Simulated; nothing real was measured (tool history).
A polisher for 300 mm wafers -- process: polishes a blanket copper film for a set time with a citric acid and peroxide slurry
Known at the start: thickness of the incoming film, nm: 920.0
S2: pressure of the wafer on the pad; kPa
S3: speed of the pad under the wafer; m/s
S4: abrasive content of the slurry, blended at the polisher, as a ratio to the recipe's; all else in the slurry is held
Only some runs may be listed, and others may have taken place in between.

run 1 hour=0.0 | flow_of_slurry_(ml/min)=190 S2=18.6 S3=1.12 S4=1.00 polishing_time_(s)=24 | film_removed_(angstrom)=456.83
run 2 hour=5.8 | flow_of_slurry_(ml/min)=190 S2=18.6 S3=1.12 S4=1.20 polishing_time_(s)=24 | film_removed_(angstrom)=474.23
run 3 hour=9.1 | flow_of_slurry_(ml/min)=190 S2=16.5 S3=1.12 S4=1.20 polishing_time_(s)=24 | film_removed_(angstrom)=424.37
run 4 hour=16.3 | flow_of_slurry_(ml/min)=190 S2=16.5 S3=1.30 S4=1.20 polishing_time_(s)=24 | film_removed_(angstrom)=486.31
run 5 hour=17.4 | flow_of_slurry_(ml/min)=190 S2=16.5 S3=1.50 S4=1.20 polishing_time_(s)=24 | film_removed_(angstrom)=568.73
run 6 hour=24.3 | flow_of_slurry_(ml/min)=190 S2=16.5 S3=1.50 S4=1.05 polishing_time_(s)=24 | film_removed_(angstrom)=561.31
run 7 hour=31.3 | flow_of_slurry_(ml/min)=190 S2=14.5 S3=1.42 S4=1.05 polishing_time_(s)=24 | film_removed_(angstrom)=483.20

Run 8 comes next. What will it give?
run 8 hour=36.5 | flow_of_slurry_(ml/min)=190 S2=13.1 S3=1.32 S4=1.05 polishing_time_(s)=24 | film_removed_(angstrom)=?

Run 8 produced film removed (angstrom) 408.89.
